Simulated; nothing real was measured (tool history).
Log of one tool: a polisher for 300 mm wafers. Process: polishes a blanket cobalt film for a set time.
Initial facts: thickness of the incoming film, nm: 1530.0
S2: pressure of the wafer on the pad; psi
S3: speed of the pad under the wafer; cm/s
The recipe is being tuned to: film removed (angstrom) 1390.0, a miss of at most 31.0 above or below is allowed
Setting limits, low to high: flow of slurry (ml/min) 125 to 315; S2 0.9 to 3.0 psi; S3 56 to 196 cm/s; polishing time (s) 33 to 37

Run 1, hour 0.0: flow of slurry (ml/min) 205, S2 1.9 psi, S3 126 cm/s, polishing time (s) 37. Result: film removed (angstrom) 2042.2.
Run 2, hour 4.9: flow of slurry (ml/min) 180, S2 1.9 psi, S3 126 cm/s, polishing time (s) 37. Result: film removed (angstrom) 1997.6.
Run 3, hour 11.2: flow of slurry (ml/min) 170, S2 1.7 psi, S3 126 cm/s, polishing time (s) 37. Result: film removed (angstrom) 1781.6.
Run 4, hour 16.6: flow of slurry (ml/min) 165, S2 1.6 psi, S3 126 cm/s, polishing time (s) 37. Result: film removed (angstrom) 1679.3.
Run 5, hour 21.6: flow of slurry (ml/min) 140, S2 1.6 psi, S3 126 cm/s, polishing time (s) 37. Result: film removed (angstrom) 1638.2.
Run 6, hour 27.6: flow of slurry (ml/min) 135, S2 1.5 psi, S3 126 cm/s, polishing time (s) 37. Result: film removed (angstrom) 1532.3.
Run 7, hour 31.7: flow of slurry (ml/min) 135, S2 1.4 psi, S3 126 cm/s, polishing time (s) 37. Result: film removed (angstrom) 1424.1.
Run 8, hour 34.2: flow of slurry (ml/min) 130, S2 1.4 psi, S3 126 cm/s, polishing time (s) 37. Result: film removed (angstrom) 1427.4.

Pick the move, out of 5, that brings all results within their allowed miss; only one does.
Run A, hour 36.7: flow of slurry (ml/min) 165, S2 1.1 psi, S3 162 cm/s, polishing time (s) 37. Result: film removed (angstrom) ?.
Run B, hour 36.7: flow of slurry (ml/min) 145, S2 1.5 psi, S3 132 cm/s, polishing time (s) 34. Result: film removed (angstrom) ?.
Run C, hour 36.7: flow of slurry (ml/min) 125, S2 1.9 psi, S3 104 cm/s, polishing time (s) 34. Result: film removed (angstrom) ?.
Run D, hour 36.7: flow of slurry (ml/min) 130, S2 1.2 psi, S3 162 cm/s, polishing time (s) 37. Result: film removed (angstrom) ?.
Run E, hour 36.7: flow of slurry (ml/min) 160, S2 1.5 psi, S3 120 cm/s, polishing time (s) 34. Result: film removed (angstrom) ?.

move  film removed (angstrom)
   A                   1459.8
   B                   1482.7
   C                   1489.4
   D                   1531.2
   E                   1386.4
A: further off than the last run
B: further off than the last run
C: further off than the last run
D: further off than the last run
E: meets every target
E is the move that brings every result within its allowed miss.
